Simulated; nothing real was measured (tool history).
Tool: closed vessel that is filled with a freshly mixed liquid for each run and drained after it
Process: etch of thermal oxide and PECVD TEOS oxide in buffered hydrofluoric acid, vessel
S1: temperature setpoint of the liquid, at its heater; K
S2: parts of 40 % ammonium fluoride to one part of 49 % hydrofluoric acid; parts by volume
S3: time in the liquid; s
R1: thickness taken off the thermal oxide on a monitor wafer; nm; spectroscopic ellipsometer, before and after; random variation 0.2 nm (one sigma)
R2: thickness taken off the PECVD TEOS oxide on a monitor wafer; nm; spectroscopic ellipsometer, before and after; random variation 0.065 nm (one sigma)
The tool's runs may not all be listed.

run    day      S1    S2  S3      R1      R2
  1      0  297.15  19.5  60  34.218  34.349
  2  0.175  295.15  20.5  60  29.564  29.522
  3  0.283  295.15  20.5  50  24.687  24.449
  4  0.588  294.15  20.5  50  23.037  23.194
  5  0.704  294.15  16.5  50  28.359   28.33
  6      1  293.15  17.5  50  25.349  25.377

Forecast run 7:
  7  1.275  292.15  18  50   ?   ?

{"run 7": {"R1": 22.976, "R2": 23.406}}

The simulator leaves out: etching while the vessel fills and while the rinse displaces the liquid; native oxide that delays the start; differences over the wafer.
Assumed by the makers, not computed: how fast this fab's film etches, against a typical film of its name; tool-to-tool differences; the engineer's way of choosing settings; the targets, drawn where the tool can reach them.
